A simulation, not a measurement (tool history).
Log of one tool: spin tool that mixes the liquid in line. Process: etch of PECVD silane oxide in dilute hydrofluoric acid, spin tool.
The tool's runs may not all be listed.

run,day,temperature setpoint of the liquid (K),parts of water to one part of 49 % hydrofluoric acid (parts by volume),time under the liquid (s),thickness taken off the PECVD silane oxide on a monitor wafer (angstrom)
1,0,295.15,205,15,30.803
2,0.054,296.15,190,15,35.335
3,0.35,296.15,220,15,28.903
4,0.483,297.15,205,15,33.133
5,0.579,297.15,205,15,33.167
6,0.654,297.65,190,15,36.684
7,0.896,298.15,180,15,39.708
8,0.988,298.65,170,15,43.246
9,1.067,299.15,160,15,47.005
10,1.225,303.15,90,15,108.04
11,1.488,302.65,90,15,104.8
12,1.583,302.15,90,15,104.14
13,1.879,301.15,90,15,99.675

Run 14 comes next. What will it give?
14,2.117,300.15,90,15,?

thickness taken off the PECVD silane oxide on a monitor wafer (angstrom): 96.708
